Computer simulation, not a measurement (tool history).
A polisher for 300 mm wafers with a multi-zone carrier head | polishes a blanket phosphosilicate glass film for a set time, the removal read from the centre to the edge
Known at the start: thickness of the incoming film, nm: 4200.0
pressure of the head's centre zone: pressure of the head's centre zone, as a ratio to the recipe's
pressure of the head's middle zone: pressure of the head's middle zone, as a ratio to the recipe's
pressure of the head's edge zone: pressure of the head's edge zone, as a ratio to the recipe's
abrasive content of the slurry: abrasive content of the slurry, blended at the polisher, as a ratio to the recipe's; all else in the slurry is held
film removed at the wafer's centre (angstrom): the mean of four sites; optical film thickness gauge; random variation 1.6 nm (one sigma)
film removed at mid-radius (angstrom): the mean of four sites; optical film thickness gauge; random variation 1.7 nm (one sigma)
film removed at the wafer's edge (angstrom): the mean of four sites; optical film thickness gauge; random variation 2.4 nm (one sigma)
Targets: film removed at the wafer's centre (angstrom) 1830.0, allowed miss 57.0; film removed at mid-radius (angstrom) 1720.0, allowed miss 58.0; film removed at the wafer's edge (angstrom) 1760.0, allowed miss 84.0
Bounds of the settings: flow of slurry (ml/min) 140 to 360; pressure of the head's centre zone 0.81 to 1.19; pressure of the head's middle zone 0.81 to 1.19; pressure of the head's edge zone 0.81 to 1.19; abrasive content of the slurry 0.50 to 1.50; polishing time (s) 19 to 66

run,hour,flow of slurry (ml/min),pressure of the head's centre zone,pressure of the head's middle zone,pressure of the head's edge zone,abrasive content of the slurry,polishing time (s),film removed at the wafer's centre (angstrom),film removed at mid-radius (angstrom),film removed at the wafer's edge (angstrom)
1,0.0,230,1.00,1.00,1.00,1.00,42,3365.5,3532.3,3226.7
2,5.7,225,0.99,0.97,0.98,0.90,39,3010.1,3093.5,2795.7
3,11.9,225,0.99,0.97,0.98,0.80,39,2892.6,2928.3,2770.7
4,17.5,225,1.04,0.97,0.98,0.80,39,2996.0,2960.2,2838.2
5,25.7,225,1.10,0.97,0.98,0.80,39,3163.7,2948.8,2810.3
# hour 34.7: edge zone pressure recalibrated
6,34.7,225,1.10,0.97,1.03,0.80,39,3235.4,2948.9,2898.2
7,43.0,220,1.07,0.95,1.01,0.75,36,2792.6,2647.1,2637.6
8,43.9,220,1.07,0.93,0.98,0.70,34,2565.6,2423.1,2407.2
9,49.9,220,1.07,0.91,0.96,0.65,32,2386.5,2139.3,2171.7
10,52.1,215,1.04,0.89,0.94,0.60,32,2208.4,2057.8,2049.2
11,54.1,210,1.03,0.87,0.93,0.60,32,2222.3,1991.6,2108.6
12,59.7,215,1.01,0.86,0.91,0.60,31,2115.7,1879.5,1999.2
13,64.5,215,0.99,0.86,0.89,0.60,31,2055.9,1906.2,2002.7
14,72.9,215,0.99,0.86,0.88,0.60,31,2087.4,1943.7,1968.1
15,79.8,185,0.94,0.81,0.83,0.50,30,1721.0,1620.5,1734.4
16,85.7,185,0.94,0.81,0.83,0.50,30,1752.0,1652.2,1753.3
17,93.2,190,0.94,0.82,0.83,0.50,30,1747.8,1659.4,1736.4
18,96.2,195,0.94,0.82,0.83,0.50,30,1751.3,1672.0,1711.5
19,102.7,200,0.94,0.82,0.84,0.50,30,1774.1,1664.2,1754.1
20,109.4,200,0.94,0.82,0.84,0.50,30,1749.6,1666.4,1753.7

Which of these 5 next moves meets every target?
A,116.1,200,0.90,0.83,0.82,0.50,30,?,?,?
B,116.1,190,1.01,0.81,0.81,0.65,27,?,?,?
C,116.1,250,0.89,0.81,0.92,0.50,28,?,?,?
D,116.1,225,0.96,0.83,0.81,0.55,29,?,?,?
E,116.1,190,0.94,0.81,0.91,0.60,28,?,?,?

move,film removed at the wafer's centre (angstrom),film removed at mid-radius (angstrom),film removed at the wafer's edge (angstrom)
A,1687.7,1676.3,1705.1
B,1842.4,1599.2,1655.8
C,1607.0,1577.2,1704.7
D,1826.3,1696.9,1711.3
E,1731.6,1615.4,1754.0
A: further off than the last run
B: brings the result that was furthest off to its target, and leaves another outside
C: further off than the last run
D: meets every target
E: further off than the last run
The right move is D.
